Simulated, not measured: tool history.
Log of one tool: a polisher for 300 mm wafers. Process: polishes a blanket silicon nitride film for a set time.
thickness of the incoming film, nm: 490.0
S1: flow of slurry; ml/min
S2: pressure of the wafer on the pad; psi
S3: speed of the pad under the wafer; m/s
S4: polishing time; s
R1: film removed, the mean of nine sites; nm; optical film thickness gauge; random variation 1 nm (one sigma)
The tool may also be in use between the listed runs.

run	hour	S1	S2	S3	S4	R1
1	0	320	4.6	0.86	25	46.545
2	6.5	320	4.6	0.76	25	43.649
3	14.6	320	4.9	0.76	25	45.85
4	22.5	320	4.9	0.9	25	51.765
5	25.1	320	5.1	0.9	25	52.761
6	27.4	320	5.3	0.9	25	55.761
7	31.8	320	5.3	0.9	25	55.135
8	32.7	320	5.5	0.9	25	57.987
9	40.8	320	5.6	0.9	25	57.912
10	43.3	320	5.8	0.9	25	58.964

Run 11 comes next. What will it give?
11	51	320	6	0.9	25	?

Run 11 gave R1 62.18 nm.
